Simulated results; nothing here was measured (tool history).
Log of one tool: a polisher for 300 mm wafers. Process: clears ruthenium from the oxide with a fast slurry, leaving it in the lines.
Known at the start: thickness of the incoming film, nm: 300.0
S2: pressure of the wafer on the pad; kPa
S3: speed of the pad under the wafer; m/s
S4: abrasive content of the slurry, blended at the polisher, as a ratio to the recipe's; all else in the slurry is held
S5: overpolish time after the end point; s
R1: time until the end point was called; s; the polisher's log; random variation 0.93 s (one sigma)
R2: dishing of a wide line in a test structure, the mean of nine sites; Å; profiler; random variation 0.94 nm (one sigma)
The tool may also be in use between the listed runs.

{"run": 1, "hour": 0.0, "flow of slurry (ml/min)": 275, "S2": 17.9, "S3": 0.96, "S4": 1, "S5": 10, "R1": 64.436, "R2": 319.48}
{"run": 2, "hour": 3.7, "flow of slurry (ml/min)": 275, "S2": 17.9, "S3": 0.96, "S4": 1, "S5": 6, "R1": 64.874, "R2": 205.31}
{"run": 3, "hour": 6.8, "flow of slurry (ml/min)": 340, "S2": 17.9, "S3": 0.96, "S4": 1, "S5": 6, "R1": 64.056, "R2": 202.52}
{"run": 4, "hour": 11.3, "flow of slurry (ml/min)": 340, "S2": 18.6, "S3": 0.98, "S4": 1, "S5": 7, "R1": 58.158, "R2": 248.81}
{"run": 5, "hour": 11.9, "flow of slurry (ml/min)": 270, "S2": 18.6, "S3": 0.98, "S4": 1, "S5": 7, "R1": 61.045, "R2": 245.36}
{"run": 6, "hour": 13.2, "flow of slurry (ml/min)": 270, "S2": 18.6, "S3": 0.98, "S4": 1, "S5": 11, "R1": 61.043, "R2": 366.64}

Forecast run 7:
{"run": 7, "hour": 20.8, "flow of slurry (ml/min)": 270, "S2": 19.3, "S3": 0.98, "S4": 1, "S5": 11, "R1": "?", "R2": "?"}

R1: 60.137 s
R2: 381.25 Å
